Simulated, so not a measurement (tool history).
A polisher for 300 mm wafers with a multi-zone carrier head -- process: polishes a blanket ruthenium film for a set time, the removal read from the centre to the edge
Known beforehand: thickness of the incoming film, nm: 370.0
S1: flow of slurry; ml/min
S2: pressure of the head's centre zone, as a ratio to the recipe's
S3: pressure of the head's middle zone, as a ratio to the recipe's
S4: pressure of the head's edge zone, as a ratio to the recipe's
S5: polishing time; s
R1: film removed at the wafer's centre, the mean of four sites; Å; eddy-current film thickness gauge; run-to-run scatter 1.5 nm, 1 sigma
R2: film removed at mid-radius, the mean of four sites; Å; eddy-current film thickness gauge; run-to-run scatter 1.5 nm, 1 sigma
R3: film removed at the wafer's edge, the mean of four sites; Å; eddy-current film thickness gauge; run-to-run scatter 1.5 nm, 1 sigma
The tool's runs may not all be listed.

run,hour,S1,S2,S3,S4,S5,R1,R2,R3
1,0,195,1,1,1,87,1178.8,1080.1,1075.3
2,6.3,240,1,1,1,87,1200.3,1106.7,1088.6
3,8.1,245,1.01,1.05,1.03,91,1278.6,1218,1167.6
4,10.1,250,1.02,1.09,1.05,93,1335,1294.8,1202.2
5,14.7,255,1.02,1.12,1.07,94,1364.3,1346.9,1201.7
6,19.1,255,1.02,1.12,1.07,78,1104.4,1103.8,1013.9
7,22.7,260,1.02,1.14,1.09,84,1196.3,1208.1,1132

Expected results for the next run?
8,25.8,265,1.02,1.16,1.09,88,?,?,?

R1: 1254.8 Å
R2: 1301.4 Å
R3: 1161 Å
